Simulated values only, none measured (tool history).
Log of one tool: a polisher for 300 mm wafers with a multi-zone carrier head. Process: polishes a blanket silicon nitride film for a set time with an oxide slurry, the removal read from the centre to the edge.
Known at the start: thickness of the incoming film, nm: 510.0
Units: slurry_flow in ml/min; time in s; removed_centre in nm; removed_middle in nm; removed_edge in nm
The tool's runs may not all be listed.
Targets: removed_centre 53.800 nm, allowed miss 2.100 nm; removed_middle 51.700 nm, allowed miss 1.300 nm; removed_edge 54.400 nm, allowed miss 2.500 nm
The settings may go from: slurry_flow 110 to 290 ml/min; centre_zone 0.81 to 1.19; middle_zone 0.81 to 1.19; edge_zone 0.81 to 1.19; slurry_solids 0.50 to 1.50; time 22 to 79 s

{"run": 1, "hour": 0.0, "slurry_flow": 185, "centre_zone": 1.0, "middle_zone": 1.0, "edge_zone": 1.0, "slurry_solids": 1.0, "time": 50, "removed_centre": 34.998, "removed_middle": 35.354, "removed_edge": 36.415}
{"run": 2, "hour": 3.3, "slurry_flow": 195, "centre_zone": 1.03, "middle_zone": 1.02, "edge_zone": 1.04, "slurry_solids": 1.15, "time": 51, "removed_centre": 40.097, "removed_middle": 40.099, "removed_edge": 39.404}
{"run": 3, "hour": 9.5, "slurry_flow": 215, "centre_zone": 1.03, "middle_zone": 1.02, "edge_zone": 1.04, "slurry_solids": 1.15, "time": 51, "removed_centre": 41.325, "removed_middle": 40.462, "removed_edge": 39.67}
{"run": 4, "hour": 13.3, "slurry_flow": 215, "centre_zone": 1.03, "middle_zone": 1.02, "edge_zone": 1.0, "slurry_solids": 1.15, "time": 51, "removed_centre": 40.709, "removed_middle": 40.037, "removed_edge": 39.381}
{"run": 5, "hour": 18.9, "slurry_flow": 215, "centre_zone": 1.03, "middle_zone": 1.02, "edge_zone": 0.96, "slurry_solids": 1.15, "time": 51, "removed_centre": 39.864, "removed_middle": 40.396, "removed_edge": 37.762}
{"run": 6, "hour": 25.2, "slurry_flow": 215, "centre_zone": 1.03, "middle_zone": 1.02, "edge_zone": 0.96, "slurry_solids": 1.3, "time": 51, "removed_centre": 42.744, "removed_middle": 42.614, "removed_edge": 40.813}
{"run": 7, "hour": 28.4, "slurry_flow": 235, "centre_zone": 1.08, "middle_zone": 1.06, "edge_zone": 1.06, "slurry_solids": 1.5, "time": 55, "removed_centre": 50.872, "removed_middle": 50.273, "removed_edge": 49.975}
{"run": 8, "hour": 37.1, "slurry_flow": 240, "centre_zone": 1.08, "middle_zone": 1.06, "edge_zone": 1.08, "slurry_solids": 1.5, "time": 56, "removed_centre": 52.883, "removed_middle": 51.51, "removed_edge": 50.168}
{"run": 9, "hour": 42.2, "slurry_flow": 230, "centre_zone": 1.07, "middle_zone": 1.05, "edge_zone": 1.1, "slurry_solids": 1.5, "time": 57, "removed_centre": 52.722, "removed_middle": 52.017, "removed_edge": 50.88}

5 next moves are on the table. One of them brings every result within its allowed miss. Which?
{"run": "A", "hour": 47.3, "slurry_flow": 220, "centre_zone": 1.07, "middle_zone": 1.1, "edge_zone": 1.1, "slurry_solids": 1.45, "time": 55, "removed_centre": "?", "removed_middle": "?", "removed_edge": "?"}
{"run": "B", "hour": 47.3, "slurry_flow": 285, "centre_zone": 1.08, "middle_zone": 1.03, "edge_zone": 1.17, "slurry_solids": 1.45, "time": 58, "removed_centre": "?", "removed_middle": "?", "removed_edge": "?"}
{"run": "C", "hour": 47.3, "slurry_flow": 205, "centre_zone": 1.09, "middle_zone": 1.14, "edge_zone": 1.17, "slurry_solids": 1.45, "time": 55, "removed_centre": "?", "removed_middle": "?", "removed_edge": "?"}
{"run": "D", "hour": 47.3, "slurry_flow": 270, "centre_zone": 1.14, "middle_zone": 1.19, "edge_zone": 1.01, "slurry_solids": 1.25, "time": 56, "removed_centre": "?", "removed_middle": "?", "removed_edge": "?"}
{"run": "E", "hour": 47.3, "slurry_flow": 270, "centre_zone": 1.16, "middle_zone": 1.19, "edge_zone": 1.02, "slurry_solids": 1.0, "time": 60, "removed_centre": "?", "removed_middle": "?", "removed_edge": "?"}

move=A removed_centre=48.885 removed_middle=50.825 removed_edge=48.848
move=B removed_centre=53.647 removed_middle=52.096 removed_edge=54.327
move=C removed_centre=49.370 removed_middle=51.974 removed_edge=50.096
move=D removed_centre=51.284 removed_middle=53.346 removed_edge=45.620
move=E removed_centre=50.510 removed_middle=51.623 removed_edge=44.364
A: further off than the last run
B: meets every target
C: further off than the last run
D: further off than the last run
E: further off than the last run
The right move is B.
